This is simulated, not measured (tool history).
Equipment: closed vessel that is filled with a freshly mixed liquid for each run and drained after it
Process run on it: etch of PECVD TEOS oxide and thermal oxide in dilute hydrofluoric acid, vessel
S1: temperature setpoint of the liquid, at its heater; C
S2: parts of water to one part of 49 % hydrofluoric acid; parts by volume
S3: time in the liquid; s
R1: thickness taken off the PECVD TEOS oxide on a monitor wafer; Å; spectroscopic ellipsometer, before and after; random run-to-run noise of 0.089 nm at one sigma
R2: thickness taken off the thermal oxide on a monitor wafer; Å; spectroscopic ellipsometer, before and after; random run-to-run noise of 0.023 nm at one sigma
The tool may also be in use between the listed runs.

run 1 hour=0 | S1=21 S2=50 S3=60 | R1=319.52 R2=52.004
run 2 hour=4.5 | S1=20 S2=50 S3=60 | R1=305.69 R2=49.691
run 3 hour=7.1 | S1=20 S2=50 S3=75 | R1=382.85 R2=61.876
run 4 hour=8.1 | S1=20 S2=35 S3=75 | R1=555.78 R2=89.178
run 5 hour=13.3 | S1=20 S2=35 S3=85 | R1=630.45 R2=102.53
run 6 hour=14.1 | S1=19.5 S2=45 S3=85 | R1=472.42 R2=76.504
run 7 hour=18.3 | S1=19 S2=50 S3=85 | R1=413.92 R2=67.712
run 8 hour=21.6 | S1=18.5 S2=55 S3=85 | R1=367.34 R2=59.518

What does the tool deliver on the next run?
run 9 hour=25.4 | S1=17 S2=75 S3=85 | R1=? R2=?

Run 9 came out at R1 246.66 Å, R2 40.041 Å.
